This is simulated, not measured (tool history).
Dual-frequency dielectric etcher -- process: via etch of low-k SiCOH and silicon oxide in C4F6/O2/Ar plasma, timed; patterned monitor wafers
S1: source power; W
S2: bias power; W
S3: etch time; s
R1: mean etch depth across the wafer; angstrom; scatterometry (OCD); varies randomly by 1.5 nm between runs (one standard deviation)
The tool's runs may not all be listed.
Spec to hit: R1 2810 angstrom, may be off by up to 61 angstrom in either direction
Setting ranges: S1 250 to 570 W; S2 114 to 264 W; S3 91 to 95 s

run    day   S1   S2  S3      R1
  1      0  410  189  91  2542.7
  2  0.142  430  192  91  2593.5
  3  0.288  430  192  91    2604
  4   0.45  440  194  91  2629.5
  5  0.688  450  196  91  2670.1
  6  1.038  460  197  91  2686.2
  7  1.154  470  198  91  2690.9
  8    1.3  480  200  91  2758.6

Pick the move, out of 5, that brings all results within their allowed miss; only one does.
  A  1.446  430  194  92   ?
  B  1.446  430  211  91   ?
  C  1.446  450  202  91   ?
  D  1.446  450  197  95   ?
  E  1.446  450  205  91   ?

move      R1
   A  2644.8
   B  2670.7
   C  2685.5
   D  2786.4
   E  2695.2
A: lands further from the targets than the last run did
B: lands further from the targets than the last run did
C: lands further from the targets than the last run did
D: hits every target within its allowed miss
E: lands further from the targets than the last run did
The right move is D.
